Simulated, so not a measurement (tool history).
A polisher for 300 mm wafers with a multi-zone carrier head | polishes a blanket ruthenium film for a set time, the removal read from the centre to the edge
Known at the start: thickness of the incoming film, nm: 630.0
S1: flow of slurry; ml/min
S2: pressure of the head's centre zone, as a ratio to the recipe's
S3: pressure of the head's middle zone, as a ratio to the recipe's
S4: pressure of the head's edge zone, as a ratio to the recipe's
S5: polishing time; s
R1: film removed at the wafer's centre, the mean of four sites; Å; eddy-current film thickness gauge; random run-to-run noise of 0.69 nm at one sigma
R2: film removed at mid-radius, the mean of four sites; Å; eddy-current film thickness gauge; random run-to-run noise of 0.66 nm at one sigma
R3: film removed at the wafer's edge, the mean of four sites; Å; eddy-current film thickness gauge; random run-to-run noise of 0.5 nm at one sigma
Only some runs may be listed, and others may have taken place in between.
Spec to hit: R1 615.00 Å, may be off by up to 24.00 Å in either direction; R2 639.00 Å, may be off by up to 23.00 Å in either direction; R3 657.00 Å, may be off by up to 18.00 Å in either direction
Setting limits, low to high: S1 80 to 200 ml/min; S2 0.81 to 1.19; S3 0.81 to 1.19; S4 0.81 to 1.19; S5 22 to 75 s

run 1 day=0.000 | S1=130 S2=1.00 S3=1.00 S4=1.00 S5=48 | R1=469.44 R2=476.61 R3=473.80
run 2 day=0.033 | S1=140 S2=1.00 S3=1.01 S4=1.05 S5=51 | R1=519.89 R2=517.67 R3=521.41
run 3 day=0.217 | S1=170 S2=1.00 S3=1.01 S4=1.05 S5=51 | R1=529.76 R2=535.01 R3=535.15
run 4 day=0.588 | S1=170 S2=1.00 S3=1.09 S4=1.05 S5=51 | R1=525.74 R2=571.84 R3=542.42
run 5 day=0.871 | S1=170 S2=1.00 S3=1.02 S4=1.05 S5=51 | R1=541.37 R2=553.30 R3=540.12
run 6 day=0.938 | S1=170 S2=0.99 S3=1.02 S4=1.09 S5=53 | R1=547.93 R2=551.90 R3=563.76
run 7 day=0.983 | S1=175 S2=0.99 S3=1.04 S4=1.11 S5=55 | R1=571.75 R2=606.62 R3=599.85
run 8 day=1.208 | S1=180 S2=0.99 S3=1.03 S4=1.13 S5=56 | R1=588.58 R2=612.58 R3=612.22
run 9 day=1.338 | S1=180 S2=0.98 S3=1.02 S4=1.15 S5=57 | R1=580.47 R2=598.91 R3=628.16
run 10 day=1.617 | S1=185 S2=0.99 S3=1.03 S4=1.16 S5=57 | R1=589.29 R2=634.33 R3=631.46

Which single option among these 4 for the next run brings every result within its allowed miss of target? Just one does.
run A day=1.896 | S1=135 S2=1.03 S3=1.08 S4=1.12 S5=59 | R1=? R2=? R3=?
run B day=1.896 | S1=195 S2=0.98 S3=1.00 S4=1.13 S5=59 | R1=? R2=? R3=?
run C day=1.896 | S1=195 S2=0.96 S3=0.93 S4=1.01 S5=59 | R1=? R2=? R3=?
run D day=1.896 | S1=155 S2=0.83 S3=1.08 S4=1.19 S5=63 | R1=? R2=? R3=?

move=A R1=606.25 R2=639.73 R3=622.11
move=B R1=619.32 R2=639.08 R3=655.14
move=C R1=606.28 R2=601.48 R3=621.42
move=D R1=536.61 R2=702.22 R3=697.80
A: further off than the last run
B: every result lands within tolerance
C: further off than the last run
D: moves the result that the last run missed by most past its target, out the other side
The right move is B.

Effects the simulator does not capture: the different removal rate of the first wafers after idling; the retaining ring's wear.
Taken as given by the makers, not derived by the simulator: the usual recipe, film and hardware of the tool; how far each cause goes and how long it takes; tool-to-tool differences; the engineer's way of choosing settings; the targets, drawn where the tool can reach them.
